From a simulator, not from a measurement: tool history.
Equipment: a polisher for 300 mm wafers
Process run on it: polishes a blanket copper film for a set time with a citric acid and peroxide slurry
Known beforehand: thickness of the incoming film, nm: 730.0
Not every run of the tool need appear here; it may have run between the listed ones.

run    day  flow of slurry (ml/min)  pressure of the wafer on the pad (psi)  speed of the pad under the wafer (m/s)  abrasive content of the slurry  polishing time (s)  film removed (Å)
  1  0.000                      285                                     3.7                                    0.94                             1.0                  32            977.27
  2  0.329                      285                                     3.7                                    1.10                             1.0                  32           1132.40
  3  0.517                      285                                     3.2                                    1.10                             1.0                  32            977.84
  4  0.542                      285                                     4.0                                    1.10                             1.0                  32           1225.90
  5  0.808                      285                                     4.4                                    1.10                             1.0                  32           1346.90
  6  1.012                      285                                     4.4                                    1.30                             1.0                  32           1602.30
  7  1.262                      285                                     3.6                                    1.24                             1.0                  32           1233.10
  8  1.446                      285                                     3.1                                    1.20                             1.0                  32           1051.20
  9  1.475                      285                                     2.7                                    1.18                             1.0                  32            891.62
 10  1.696                      285                                     2.4                                    1.18                             1.0                  32            799.12
 11  2.029                      285                                     2.2                                    1.18                             1.0                  32            734.39
 12  2.283                      285                                     2.1                                    1.18                             1.0                  32            713.56
 13  2.625                      285                                     1.8                                    1.18                             1.0                  32            608.33

Run 14 comes next. What will it give?
 14  2.942                      285                                     1.9                                    1.18                             1.0                  32                 ?

{"run 14": {"film removed (Å)": 638.15}}
